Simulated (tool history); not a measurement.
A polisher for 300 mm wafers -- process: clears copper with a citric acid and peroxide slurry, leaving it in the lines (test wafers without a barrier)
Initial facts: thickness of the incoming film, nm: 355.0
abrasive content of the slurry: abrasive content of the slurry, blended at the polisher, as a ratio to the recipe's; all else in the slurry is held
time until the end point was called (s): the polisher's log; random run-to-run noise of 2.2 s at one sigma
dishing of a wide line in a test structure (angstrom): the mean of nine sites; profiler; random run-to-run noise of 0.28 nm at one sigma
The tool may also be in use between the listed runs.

run  hour  flow of slurry (ml/min)  pressure of the wafer on the pad (kPa)  speed of the pad under the wafer (cm/s)  abrasive content of the slurry  overpolish time after the end point (s)  time until the end point was called (s)  dishing of a wide line in a test structure (angstrom)
  1   0.0                      195                                    21.4                                       94                            1.00                                       26                                   154.79                                                 434.89
  2   7.1                      195                                    21.4                                       94                            1.10                                       26                                   150.11                                                 437.45
  3  15.4                      195                                    21.4                                       94                            1.25                                       26                                   146.32                                                 447.08
  4  24.1                      235                                    21.4                                       94                            1.25                                       26                                   143.68                                                 454.71
  5  24.7                      235                                    21.4                                       94                            1.25                                       32                                   144.18                                                 542.21
  6  28.9                      235                                    16.5                                       94                            1.25                                       32                                   180.48                                                 434.75
  7  30.3                      235                                    15.9                                       94                            1.25                                       30                                   192.42                                                 405.95
  8  35.5                      235                                    15.9                                       94                            1.25                                       28                                   190.32                                                 372.39
  9  37.1                      235                                    15.9                                       94                            1.25                                       27                                   187.70                                                 369.11
 10  45.8                      235                                    15.2                                       94                            1.25                                       26                                   202.75                                                 344.09
 11  48.3                      235                                    15.2                                       94                            1.25                                       25                                   196.95                                                 330.24
 12  55.1                      235                                    15.2                                       94                            1.25                                       24                                   200.83                                                 323.51
 13  63.1                      235                                    15.2                                       94                            1.25                                       23                                   196.71                                                 303.56
 14  69.5                      235                                    15.2                                       94                            1.25                                       23                                   199.31                                                 309.00
 15  73.9                      235                                    15.2                                       94                            1.25                                       22                                   196.46                                                 287.26

What will run 16 give?
 16  77.6                      240                                    13.8                                       94                            1.30                                       19                                        ?                                                      ?

Logged for run 16: time until the end point was called (s) 215.52, dishing of a wide line in a test structure (angstrom) 242.84.

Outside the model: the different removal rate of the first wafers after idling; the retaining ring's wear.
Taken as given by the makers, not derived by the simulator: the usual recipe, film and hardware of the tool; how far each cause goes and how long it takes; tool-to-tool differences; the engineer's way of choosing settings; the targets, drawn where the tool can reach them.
